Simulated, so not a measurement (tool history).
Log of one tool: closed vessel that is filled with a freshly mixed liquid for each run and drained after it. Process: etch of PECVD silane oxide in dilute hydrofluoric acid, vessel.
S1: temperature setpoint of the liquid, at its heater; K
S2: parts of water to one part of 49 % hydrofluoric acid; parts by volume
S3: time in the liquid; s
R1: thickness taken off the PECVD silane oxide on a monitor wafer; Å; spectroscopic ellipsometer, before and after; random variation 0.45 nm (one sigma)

run  hour      S1   S2  S3      R1
  1   0.0  296.15  130  90  234.75
  2   4.6  298.65  105  90  335.03
  3   6.0  300.65   95  90  397.30
  4  12.1  297.65   95  90  353.14
  5  15.2  299.65   85  90  436.93
  6  20.0  302.15   85  90  481.15
  7  21.9  304.15   70  90  643.02
  8  28.4  303.65   70  90  630.33
  9  31.2  303.15   70  90  620.71

Run 10 comes next. What will it give?
 10  36.6  302.65  70  90   ?

Run 10 gave R1 608.46 Å.
